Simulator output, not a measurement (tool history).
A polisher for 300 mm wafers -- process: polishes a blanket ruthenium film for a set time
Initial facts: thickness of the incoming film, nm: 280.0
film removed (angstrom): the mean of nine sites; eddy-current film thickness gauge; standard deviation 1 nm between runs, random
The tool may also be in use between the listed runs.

run	day	flow of slurry (ml/min)	pressure of the wafer on the pad (psi)	speed of the pad under the wafer (m/s)	polishing time (s)	film removed (angstrom)
1	0	245	2.1	1	109	1091.1
2	0.167	245	1.9	0.98	109	985.46
3	0.221	245	1.7	0.96	109	849.4
4	0.283	245	2	0.96	109	1005.3
5	0.562	245	2	1.2	109	1223.3
6	0.904	245	1.8	1.18	109	1104.5
7	1.217	245	1.6	1.16	109	952.06

Run 8 is up next; what results do you expect?
8	1.571	245	1.5	1.16	109	?

film removed (angstrom): 903.5
